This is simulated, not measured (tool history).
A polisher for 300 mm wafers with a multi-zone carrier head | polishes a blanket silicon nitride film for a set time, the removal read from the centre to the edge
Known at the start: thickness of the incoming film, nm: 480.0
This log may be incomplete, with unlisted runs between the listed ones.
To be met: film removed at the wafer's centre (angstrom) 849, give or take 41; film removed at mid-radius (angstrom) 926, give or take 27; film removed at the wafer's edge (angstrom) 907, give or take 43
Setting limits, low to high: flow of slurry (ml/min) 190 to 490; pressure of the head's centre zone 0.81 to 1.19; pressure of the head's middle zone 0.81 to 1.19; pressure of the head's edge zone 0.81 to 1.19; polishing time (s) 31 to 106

run	hour	flow of slurry (ml/min)	pressure of the head's centre zone	pressure of the head's middle zone	pressure of the head's edge zone	polishing time (s)	film removed at the wafer's centre (angstrom)	film removed at mid-radius (angstrom)	film removed at the wafer's edge (angstrom)
1	0	315	1	1	1	68	1338.4	1349.9	1307.2
2	1	255	1	1	1	68	1308.5	1332.4	1282.2
3	4.8	255	1	1	1	75	1467.9	1455.2	1418
4	6.2	255	0.99	0.99	0.99	71	1368	1371.7	1334.8
5	13.4	255	0.99	0.99	0.99	83	1591.6	1591.4	1521.1
6	16.3	255	0.99	0.99	0.99	76	1451.5	1451.7	1409.1
7	20.5	255	0.97	0.98	0.97	72	1376.8	1373.6	1332.3
8	22.2	255	0.97	0.98	0.97	72	1369.7	1369.9	1327
9	26.5	255	0.96	0.98	0.97	68	1259.8	1297.7	1265.9
10	34.1	255	0.95	0.97	0.96	65	1200.2	1230.6	1202.3
11	39.1	255	0.94	0.96	0.95	63	1173.9	1185.9	1164.3
12	43.1	255	0.93	0.96	0.94	61	1108.3	1146.1	1107
13	47.3	255	0.92	0.95	0.93	60	1066.2	1117.2	1089
14	55.2	255	0.91	0.94	0.92	59	1027.4	1091.9	1062.1
15	57.6	255	0.85	0.87	0.84	50	825.59	857.15	876.98
16	64.7	255	0.85	0.88	0.84	50	835.6	864.89	888.19
17	71.2	255	0.85	0.89	0.84	50	837.16	885.66	856.36
18	77.4	255	0.85	0.89	0.85	50	832.05	874.81	866.87
19	79.7	255	0.85	0.89	0.86	50	813.05	887.52	869.21

Which single option among these 4 for the next run brings every result within its allowed miss of target? Just one does.
A	82	260	0.92	0.81	0.85	50	?	?	?
B	82	250	0.81	0.9	0.85	49	?	?	?
C	82	250	0.91	1.03	0.81	47	?	?	?
D	82	215	0.87	0.94	0.9	51	?	?	?

move	film removed at the wafer's centre (angstrom)	film removed at mid-radius (angstrom)	film removed at the wafer's edge (angstrom)
A	908.89	822.53	887.66
B	780.6	876.28	866.43
C	842.82	940.81	812.79
D	858.84	931.09	913.59
A: misses by more than the last run did
B: misses by more than the last run did
C: the furthest-off result lands on target, but another misses its tolerance
D: meets every target
So the answer is move D, the one that meets all the targets.

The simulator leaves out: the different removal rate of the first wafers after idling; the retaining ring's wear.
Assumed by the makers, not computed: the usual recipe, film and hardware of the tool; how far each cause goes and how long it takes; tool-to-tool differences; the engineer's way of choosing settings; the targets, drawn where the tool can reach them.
